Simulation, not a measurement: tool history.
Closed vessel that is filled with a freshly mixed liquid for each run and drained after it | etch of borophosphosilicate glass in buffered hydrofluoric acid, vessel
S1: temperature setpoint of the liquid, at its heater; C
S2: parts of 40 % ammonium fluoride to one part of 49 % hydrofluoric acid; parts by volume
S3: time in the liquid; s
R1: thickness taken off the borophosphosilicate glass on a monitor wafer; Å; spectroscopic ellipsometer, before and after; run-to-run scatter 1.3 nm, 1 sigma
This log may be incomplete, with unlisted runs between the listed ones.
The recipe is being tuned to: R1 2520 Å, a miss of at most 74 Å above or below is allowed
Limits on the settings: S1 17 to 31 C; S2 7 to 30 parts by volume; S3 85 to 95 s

run 1 hour=0 | S1=23 S2=19 S3=85 | R1=1141.9
run 2 hour=4.4 | S1=19.5 S2=19 S3=85 | R1=936.51
run 3 hour=11.8 | S1=17.5 S2=19 S3=85 | R1=834.18
run 4 hour=17 | S1=20.5 S2=17 S3=85 | R1=1097.1
run 5 hour=26.1 | S1=23 S2=16 S3=85 | R1=1348.5
run 6 hour=33.1 | S1=23 S2=12.5 S3=85 | R1=1713.2
run 7 hour=38.1 | S1=24.5 S2=12.5 S3=85 | R1=1857.8
run 8 hour=42.5 | S1=28.5 S2=12 S3=85 | R1=2398.9

Which single option among these 5 for the next run brings every result within its allowed miss of target? Just one does.
run A hour=46.9 | S1=25.5 S2=12 S3=95 | R1=?
run B hour=46.9 | S1=29.5 S2=13.5 S3=95 | R1=?
run C hour=46.9 | S1=31 S2=12 S3=85 | R1=?
run D hour=46.9 | S1=29 S2=12.5 S3=95 | R1=?
run E hour=46.9 | S1=29 S2=13.5 S3=90 | R1=?

move=A R1=2290.6
move=B R1=2520.5
move=C R1=2736.9
move=D R1=2648.3
move=E R1=2326.2
A: its largest miss is bigger than the last run's
B: in spec on every target
C: carries the result that was furthest off beyond its target, to the other side
D: carries the result that was furthest off beyond its target, to the other side
E: its largest miss is bigger than the last run's
B meets every target.
